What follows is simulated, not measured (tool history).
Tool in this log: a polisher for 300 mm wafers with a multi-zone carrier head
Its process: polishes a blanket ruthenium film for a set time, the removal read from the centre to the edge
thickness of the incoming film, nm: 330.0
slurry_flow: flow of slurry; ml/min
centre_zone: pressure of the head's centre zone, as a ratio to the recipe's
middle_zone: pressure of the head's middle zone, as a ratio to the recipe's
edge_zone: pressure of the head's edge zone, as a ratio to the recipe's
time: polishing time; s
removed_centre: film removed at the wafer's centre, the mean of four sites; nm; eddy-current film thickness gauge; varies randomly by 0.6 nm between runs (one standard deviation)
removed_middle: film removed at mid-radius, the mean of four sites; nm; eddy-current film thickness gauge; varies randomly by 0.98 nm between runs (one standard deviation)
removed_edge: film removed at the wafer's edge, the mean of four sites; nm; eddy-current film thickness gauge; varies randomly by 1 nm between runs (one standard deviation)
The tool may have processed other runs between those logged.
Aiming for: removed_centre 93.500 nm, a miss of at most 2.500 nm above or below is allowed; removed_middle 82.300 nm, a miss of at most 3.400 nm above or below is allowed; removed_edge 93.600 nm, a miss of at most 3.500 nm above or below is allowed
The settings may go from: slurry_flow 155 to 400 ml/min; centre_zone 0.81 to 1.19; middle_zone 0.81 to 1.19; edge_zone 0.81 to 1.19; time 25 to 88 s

Run 1, day 0.000: slurry_flow 255 ml/min, centre_zone 1.00, middle_zone 1.00, edge_zone 1.00, time 56 s. Result: removed_centre 72.864 nm, removed_middle 72.428 nm, removed_edge 67.218 nm.
Run 2, day 0.300: slurry_flow 255 ml/min, centre_zone 1.00, middle_zone 1.00, edge_zone 1.08, time 56 s. Result: removed_centre 72.623 nm, removed_middle 70.572 nm, removed_edge 70.457 nm.
Run 3, day 0.354: slurry_flow 255 ml/min, centre_zone 0.92, middle_zone 1.00, edge_zone 1.08, time 56 s. Result: removed_centre 69.575 nm, removed_middle 72.384 nm, removed_edge 70.969 nm.
Run 4, day 0.442: slurry_flow 255 ml/min, centre_zone 0.96, middle_zone 1.00, edge_zone 1.08, time 56 s. Result: removed_centre 71.538 nm, removed_middle 73.097 nm, removed_edge 71.038 nm.
Run 5, day 0.521: slurry_flow 255 ml/min, centre_zone 0.96, middle_zone 1.00, edge_zone 1.12, time 56 s. Result: removed_centre 71.063 nm, removed_middle 72.274 nm, removed_edge 71.318 nm.
Run 6, day 0.900: slurry_flow 215 ml/min, centre_zone 0.96, middle_zone 1.00, edge_zone 1.12, time 56 s. Result: removed_centre 69.647 nm, removed_middle 73.058 nm, removed_edge 70.137 nm.
Run 7, day 1.050: slurry_flow 230 ml/min, centre_zone 0.97, middle_zone 0.99, edge_zone 1.13, time 58 s. Result: removed_centre 72.803 nm, removed_middle 74.114 nm, removed_edge 73.536 nm.
Run 8, day 1.133: slurry_flow 245 ml/min, centre_zone 0.98, middle_zone 0.99, edge_zone 1.14, time 59 s. Result: removed_centre 75.072 nm, removed_middle 76.019 nm, removed_edge 76.812 nm.
Run 9, day 1.492: slurry_flow 260 ml/min, centre_zone 1.00, middle_zone 0.99, edge_zone 1.15, time 60 s. Result: removed_centre 78.187 nm, removed_middle 76.461 nm, removed_edge 79.350 nm.
Run 10, day 1.579: slurry_flow 270 ml/min, centre_zone 1.01, middle_zone 0.99, edge_zone 1.16, time 61 s. Result: removed_centre 81.034 nm, removed_middle 79.383 nm, removed_edge 80.034 nm.
Run 11, day 1.646: slurry_flow 280 ml/min, centre_zone 1.01, middle_zone 0.98, edge_zone 1.16, time 62 s. Result: removed_centre 82.974 nm, removed_middle 78.773 nm, removed_edge 81.395 nm.

Of the 4 settings listed for the next run, only one would bring every result within its allowed miss of target. Which one?
Run A, day 1.712: slurry_flow 310 ml/min, centre_zone 1.00, middle_zone 0.86, edge_zone 1.19, time 70 s. Result: removed_centre ?, removed_middle ?, removed_edge ?.
Run B, day 1.712: slurry_flow 305 ml/min, centre_zone 1.14, middle_zone 1.03, edge_zone 1.03, time 68 s. Result: removed_centre ?, removed_middle ?, removed_edge ?.
Run C, day 1.712: slurry_flow 290 ml/min, centre_zone 1.11, middle_zone 0.94, edge_zone 1.15, time 66 s. Result: removed_centre ?, removed_middle ?, removed_edge ?.
Run D, day 1.712: slurry_flow 295 ml/min, centre_zone 1.15, middle_zone 0.98, edge_zone 1.06, time 68 s. Result: removed_centre ?, removed_middle ?, removed_edge ?.

move  removed_centre  removed_middle  removed_edge
   A          92.833          81.019        92.755
   B          98.551          89.974        83.698
   C          93.319          81.045        85.449
   D          98.758          86.323        84.681
A: all results in spec
B: moves the result that the last run missed by most past its target, out the other side
C: brings the result that was furthest off to its target, and leaves another outside
D: moves the result that the last run missed by most past its target, out the other side
A is the move that brings every result within its allowed miss.

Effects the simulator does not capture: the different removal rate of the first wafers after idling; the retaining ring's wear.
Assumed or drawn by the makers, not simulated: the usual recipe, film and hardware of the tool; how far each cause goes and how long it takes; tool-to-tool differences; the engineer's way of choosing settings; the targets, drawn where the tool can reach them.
